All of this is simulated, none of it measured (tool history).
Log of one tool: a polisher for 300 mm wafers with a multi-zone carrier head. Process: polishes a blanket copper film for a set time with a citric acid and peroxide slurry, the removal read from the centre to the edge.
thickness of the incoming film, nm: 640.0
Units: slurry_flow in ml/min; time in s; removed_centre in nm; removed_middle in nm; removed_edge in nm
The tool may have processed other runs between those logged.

Run 1, day 0.000: slurry_flow 180 ml/min, centre_zone 1.00, middle_zone 1.00, edge_zone 1.00, slurry_solids 1.00, time 48 s. Result: removed_centre 83.803 nm, removed_middle 81.504 nm, removed_edge 82.261 nm.
Run 2, day 0.029: slurry_flow 165 ml/min, centre_zone 1.00, middle_zone 1.00, edge_zone 1.00, slurry_solids 1.00, time 48 s. Result: removed_centre 83.969 nm, removed_middle 82.903 nm, removed_edge 81.971 nm.
Run 3, day 0.171: slurry_flow 165 ml/min, centre_zone 0.96, middle_zone 0.96, edge_zone 0.97, slurry_solids 0.85, time 47 s. Result: removed_centre 74.290 nm, removed_middle 75.751 nm, removed_edge 78.616 nm.
Run 4, day 0.404: slurry_flow 165 ml/min, centre_zone 0.97, middle_zone 0.95, edge_zone 0.95, slurry_solids 0.75, time 46 s. Result: removed_centre 71.562 nm, removed_middle 72.093 nm, removed_edge 71.770 nm.
Run 5, day 0.650: slurry_flow 165 ml/min, centre_zone 0.97, middle_zone 0.95, edge_zone 1.02, slurry_solids 0.75, time 46 s. Result: removed_centre 72.309 nm, removed_middle 71.936 nm, removed_edge 72.521 nm.
Run 6, day 0.954: slurry_flow 160 ml/min, centre_zone 0.96, middle_zone 0.93, edge_zone 1.02, slurry_solids 0.70, time 46 s. Result: removed_centre 69.570 nm, removed_middle 68.735 nm, removed_edge 72.591 nm.

Run 7 is up next; what results do you expect?
Run 7, day 1.138: slurry_flow 155 ml/min, centre_zone 0.96, middle_zone 0.93, edge_zone 1.02, slurry_solids 0.65, time 46 s. Result: removed_centre ?, removed_middle ?, removed_edge ?.

removed_centre: 67.984 nm
removed_middle: 68.363 nm
removed_edge: 71.660 nm
